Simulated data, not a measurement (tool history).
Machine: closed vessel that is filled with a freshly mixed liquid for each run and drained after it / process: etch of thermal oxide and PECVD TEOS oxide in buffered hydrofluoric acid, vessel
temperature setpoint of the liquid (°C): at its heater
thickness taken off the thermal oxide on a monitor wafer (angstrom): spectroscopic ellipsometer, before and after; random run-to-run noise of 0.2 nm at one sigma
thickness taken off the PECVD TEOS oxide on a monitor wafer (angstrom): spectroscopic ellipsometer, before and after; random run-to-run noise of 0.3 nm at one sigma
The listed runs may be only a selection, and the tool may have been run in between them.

run,day,temperature setpoint of the liquid (°C),parts of 40 % ammonium fluoride to one part of 49 % hydrofluoric acid (parts by volume),time in the liquid (s),thickness taken off the thermal oxide on a monitor wafer (angstrom),thickness taken off the PECVD TEOS oxide on a monitor wafer (angstrom)
1,0,24,18,60,360.63,525.36
2,0.108,22.5,18,60,338.56,483.81
3,0.488,21.5,18.5,60,305.35,445.72
4,0.733,21,18.5,60,298.49,428.01
5,0.938,20.5,18.5,60,293.54,418.31
6,1.1,20.5,18.5,40,196.53,279.83
7,1.196,22,18.5,40,212.31,309.8
# day 1.379: hydrofluoric acid flow meter replaced
8,1.379,23,18,40,210.75,307.14
9,1.558,24.5,17.5,40,238.94,338.75
10,1.592,25,17.5,40,240.21,354.07

Run 11, settings as shown, results not yet in. Your forecast:
11,1.642,25.5,17,40,?,?

Run 11 produced thickness taken off the thermal oxide on a monitor wafer (angstrom) 258.4, thickness taken off the PECVD TEOS oxide on a monitor wafer (angstrom) 368.16.

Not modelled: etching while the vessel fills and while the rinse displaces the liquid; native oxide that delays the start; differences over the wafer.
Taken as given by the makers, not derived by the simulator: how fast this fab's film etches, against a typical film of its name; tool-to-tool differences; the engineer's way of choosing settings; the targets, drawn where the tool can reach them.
